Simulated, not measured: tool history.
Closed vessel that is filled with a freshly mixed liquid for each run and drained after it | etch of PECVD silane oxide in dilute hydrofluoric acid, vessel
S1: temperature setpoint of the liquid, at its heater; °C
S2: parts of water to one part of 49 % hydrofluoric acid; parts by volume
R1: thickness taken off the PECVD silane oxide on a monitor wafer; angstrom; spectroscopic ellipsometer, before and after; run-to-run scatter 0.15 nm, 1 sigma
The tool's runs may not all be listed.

Run 1, day 0: S1 20 °C, S2 55 parts by volume, time in the liquid (s) 100. Result: R1 690.88 angstrom.
Run 2, day 0.221: S1 20 °C, S2 55 parts by volume, time in the liquid (s) 105. Result: R1 723.22 angstrom.
Run 3, day 0.567: S1 19.5 °C, S2 60 parts by volume, time in the liquid (s) 105. Result: R1 639.49 angstrom.
Run 4, day 0.883: S1 17.5 °C, S2 60 parts by volume, time in the liquid (s) 105. Result: R1 591.58 angstrom.
At day 1.008: thermometer replaced.
Run 5, day 1.008: S1 17.5 °C, S2 65 parts by volume, time in the liquid (s) 105. Result: R1 510.83 angstrom.
Run 6, day 1.225: S1 17 °C, S2 65 parts by volume, time in the liquid (s) 105. Result: R1 500.08 angstrom.
Run 7, day 1.479: S1 17 °C, S2 70 parts by volume, time in the liquid (s) 105. Result: R1 461.72 angstrom.
Run 8, day 1.604: S1 17 °C, S2 75 parts by volume, time in the liquid (s) 105. Result: R1 427.23 angstrom.

What does the tool deliver on the next run?
Run 9, day 1.662: S1 17 °C, S2 75 parts by volume, time in the liquid (s) 105. Result: R1 ?.

{"run 9": {"R1": 427.43}}
